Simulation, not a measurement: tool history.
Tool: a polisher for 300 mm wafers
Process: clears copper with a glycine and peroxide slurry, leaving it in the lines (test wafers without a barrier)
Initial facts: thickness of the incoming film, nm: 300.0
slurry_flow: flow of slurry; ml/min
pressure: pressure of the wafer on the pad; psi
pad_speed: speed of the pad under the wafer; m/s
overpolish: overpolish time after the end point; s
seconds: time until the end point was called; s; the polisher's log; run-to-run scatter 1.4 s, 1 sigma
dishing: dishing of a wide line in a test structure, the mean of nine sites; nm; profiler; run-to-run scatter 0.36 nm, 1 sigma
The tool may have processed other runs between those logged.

run	hour	slurry_flow	pressure	pad_speed	overpolish	seconds	dishing
1	0.0	205	2.4	0.78	16	82.237	27.625
2	5.8	205	2.3	0.78	15	84.484	25.202
3	10.7	205	2.3	0.68	15	94.530	24.226
4	14.2	205	2.3	0.68	18	94.814	26.754
5	20.8	205	2.2	0.68	17	95.978	26.691
6	22.4	205	2.2	0.68	16	97.507	25.718
7	30.6	205	2.2	0.68	15	98.628	24.824

Expected results for the next run?
# hour 34.6: slurry nozzle cleaned
8	34.6	205	2.2	0.68	14	?	?

Run 8 yielded seconds 94.727 s, dishing 24.643 nm.

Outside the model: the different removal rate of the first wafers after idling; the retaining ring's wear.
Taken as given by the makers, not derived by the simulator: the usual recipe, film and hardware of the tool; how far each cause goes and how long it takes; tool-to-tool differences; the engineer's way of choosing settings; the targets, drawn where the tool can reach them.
